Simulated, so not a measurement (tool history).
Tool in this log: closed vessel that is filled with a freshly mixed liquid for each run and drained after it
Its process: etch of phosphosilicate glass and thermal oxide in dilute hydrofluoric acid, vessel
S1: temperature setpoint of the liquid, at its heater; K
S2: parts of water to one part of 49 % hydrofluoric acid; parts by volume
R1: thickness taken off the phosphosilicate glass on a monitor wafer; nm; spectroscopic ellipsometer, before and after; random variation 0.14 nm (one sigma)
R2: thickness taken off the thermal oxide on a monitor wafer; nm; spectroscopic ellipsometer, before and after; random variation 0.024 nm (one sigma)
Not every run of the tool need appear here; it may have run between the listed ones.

Run 1, hour 0: S1 297.15 K, S2 290 parts by volume, time in the liquid (s) 60. Result: R1 18.779 nm, R2 0.76028 nm.
Run 2, hour 1.8: S1 297.15 K, S2 290 parts by volume, time in the liquid (s) 35. Result: R1 10.927 nm, R2 0.47225 nm.
Run 3, hour 3.6: S1 297.15 K, S2 290 parts by volume, time in the liquid (s) 30. Result: R1 9.5711 nm, R2 0.39442 nm.
Run 4, hour 7.9: S1 297.15 K, S2 385 parts by volume, time in the liquid (s) 30. Result: R1 6.5533 nm, R2 0.27332 nm.
Run 5, hour 9.7: S1 298.15 K, S2 360 parts by volume, time in the liquid (s) 30. Result: R1 7.3146 nm, R2 0.30249 nm.
Run 6, hour 13: S1 295.65 K, S2 360 parts by volume, time in the liquid (s) 30. Result: R1 6.7736 nm, R2 0.2728 nm.
Run 7, hour 16: S1 296.65 K, S2 335 parts by volume, time in the liquid (s) 30. Result: R1 7.8593 nm, R2 0.29711 nm.
Run 8, hour 18.9: S1 297.15 K, S2 310 parts by volume, time in the liquid (s) 30. Result: R1 8.5077 nm, R2 0.3556 nm.
Run 9, hour 21.8: S1 297.15 K, S2 285 parts by volume, time in the liquid (s) 30. Result: R1 9.733 nm, R2 0.3999 nm.

Run 10 has not been measured yet. What should we expect?
Run 10, hour 26.7: S1 301.15 K, S2 220 parts by volume, time in the liquid (s) 30. Result: R1 ?, R2 ?.

{"run 10": {"R1": 15.531, "R2": 0.64437}}
